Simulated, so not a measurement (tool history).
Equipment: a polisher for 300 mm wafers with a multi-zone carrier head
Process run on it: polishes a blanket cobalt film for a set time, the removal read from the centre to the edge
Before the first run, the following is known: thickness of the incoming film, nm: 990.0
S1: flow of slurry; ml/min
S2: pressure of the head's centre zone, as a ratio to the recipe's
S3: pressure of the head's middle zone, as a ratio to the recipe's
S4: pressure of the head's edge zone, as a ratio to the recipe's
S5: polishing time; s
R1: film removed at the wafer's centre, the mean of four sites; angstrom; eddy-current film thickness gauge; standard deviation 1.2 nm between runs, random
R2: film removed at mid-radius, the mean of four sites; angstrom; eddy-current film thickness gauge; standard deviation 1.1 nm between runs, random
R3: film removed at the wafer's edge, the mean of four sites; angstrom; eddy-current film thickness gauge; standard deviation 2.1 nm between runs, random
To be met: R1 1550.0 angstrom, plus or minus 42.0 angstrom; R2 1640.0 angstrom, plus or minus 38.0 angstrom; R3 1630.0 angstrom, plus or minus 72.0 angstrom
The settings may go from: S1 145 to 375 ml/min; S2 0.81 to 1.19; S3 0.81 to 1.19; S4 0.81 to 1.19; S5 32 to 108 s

run	hour	S1	S2	S3	S4	S5	R1	R2	R3
1	0.0	240	1.00	1.00	1.00	70	2288.5	2249.5	2250.3
2	4.4	235	0.98	0.99	0.97	67	2139.4	2114.3	2160.0
3	9.6	235	1.04	0.99	0.97	67	2305.6	2144.8	2141.3
4	17.8	235	1.02	0.99	0.95	64	2123.8	2020.3	1969.6
5	20.2	235	1.02	0.95	0.95	64	2099.2	1961.7	2033.1
6	29.1	235	1.00	0.95	0.93	62	2030.6	1877.2	1980.7
7	34.5	230	0.98	0.96	0.92	60	1919.5	1809.7	1876.9
8	43.4	225	0.96	0.97	0.90	59	1805.9	1806.0	1808.5
9	44.7	220	0.95	0.97	0.89	59	1795.3	1810.7	1836.8
10	48.8	250	0.90	0.98	0.85	49	1438.3	1539.5	1469.5
11	52.4	240	0.96	1.03	0.95	49	1531.6	1590.8	1555.9
12	60.7	240	0.96	1.03	0.96	49	1548.4	1588.8	1561.9

Below are 4 possible settings for the next run. Only one of them brings all results inside the allowed miss of their targets. Which is it?
A	69.0	315	1.02	1.12	0.84	48	?	?	?
B	69.0	275	0.94	1.03	1.02	49	?	?	?
C	69.0	230	0.91	1.06	0.91	52	?	?	?
D	69.0	280	0.97	1.07	0.93	48	?	?	?

move	R1	R2	R3
A	1650.9	1735.5	1461.1
B	1529.3	1628.8	1597.7
C	1537.7	1738.0	1594.8
D	1549.8	1651.0	1508.2
A: the result that was furthest off in the last run now lies on the other side of its target
B: hits every target within its allowed miss
C: the result that was furthest off in the last run now lies on the other side of its target
D: brings the result that was furthest off to its target, and leaves another outside
The move that meets every target is B.
